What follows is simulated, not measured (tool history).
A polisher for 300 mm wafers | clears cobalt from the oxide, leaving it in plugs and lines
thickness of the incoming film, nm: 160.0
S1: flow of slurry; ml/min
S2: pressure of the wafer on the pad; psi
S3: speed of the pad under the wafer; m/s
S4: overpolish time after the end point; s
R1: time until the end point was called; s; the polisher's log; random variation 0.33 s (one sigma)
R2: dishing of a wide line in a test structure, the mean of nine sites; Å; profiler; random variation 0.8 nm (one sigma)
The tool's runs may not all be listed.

run	hour	S1	S2	S3	S4	R1	R2
1	0	250	1.8	1.22	29	30.605	579.02
2	7.9	250	1.8	1.36	29	27.407	593.14
3	14.3	250	1.8	1.36	26	27.399	580.05
4	22.9	250	1.8	1.18	26	31.04	577.73
5	24.9	250	1.5	1.18	26	35.685	552.99
6	27.5	240	1.5	1.22	24	33.996	548.92
7	30.6	230	1.4	1.26	22	35.961	544.99
8	35.1	255	1.4	1.26	20	35.808	514.39
9	40.3	255	1.4	1.26	20	35.012	515.51

The next listed run, before its measurement:
10	41.4	265	1.4	1.26	18	?	?

Run 10 gave R1 34.85 s, R2 491.06 Å.
